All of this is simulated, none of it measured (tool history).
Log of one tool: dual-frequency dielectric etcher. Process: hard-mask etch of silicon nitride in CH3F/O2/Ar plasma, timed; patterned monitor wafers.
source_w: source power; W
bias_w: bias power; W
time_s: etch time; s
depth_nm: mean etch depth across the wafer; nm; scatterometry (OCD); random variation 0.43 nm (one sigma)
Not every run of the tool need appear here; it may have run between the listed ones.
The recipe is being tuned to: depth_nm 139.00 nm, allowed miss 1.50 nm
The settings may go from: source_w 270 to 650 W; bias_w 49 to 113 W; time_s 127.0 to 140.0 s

| run | hour | source_w | bias_w | time_s | depth_nm |
|---|---|---|---|---|---|
| 1 | 0.0 | 460 | 81 | 140.0 | 119.54 |
| 2 | 4.2 | 460 | 81 | 127.0 | 108.94 |
| 3 | 10.9 | 460 | 69 | 127.0 | 102.57 |
| 4 | 11.9 | 540 | 69 | 127.0 | 109.55 |
| 5 | 18.4 | 570 | 75 | 127.5 | 115.66 |
| 6 | 25.0 | 590 | 81 | 128.0 | 121.02 |
| 7 | 30.5 | 600 | 86 | 128.0 | 124.57 |
| 8 | 36.1 | 610 | 90 | 128.0 | 127.69 |
| 9 | 42.7 | 620 | 93 | 128.0 | 129.32 |
| 10 | 46.9 | 630 | 96 | 128.0 | 130.66 |
| 11 | 50.4 | 650 | 111 | 129.5 | 141.04 |

Which one of the following 5 next-run settings gets every result inside its allowed miss? There is exactly one.
| A | 53.9 | 640 | 108 | 134.5 | ? |
| B | 53.9 | 630 | 104 | 129.5 | ? |
| C | 53.9 | 640 | 112 | 127.5 | ? |
| D | 53.9 | 570 | 112 | 130.0 | ? |
| E | 53.9 | 650 | 102 | 127.0 | ? |

| move | depth_nm |
|---|---|
| A | 143.94 |
| B | 135.94 |
| C | 138.18 |
| D | 134.50 |
| E | 134.10 |
A: the biggest miss grows against the last run
B: takes the result that was furthest off past its target
C: every result lands within tolerance
D: takes the result that was furthest off past its target
E: takes the result that was furthest off past its target
Correct choice: C, which meets every target
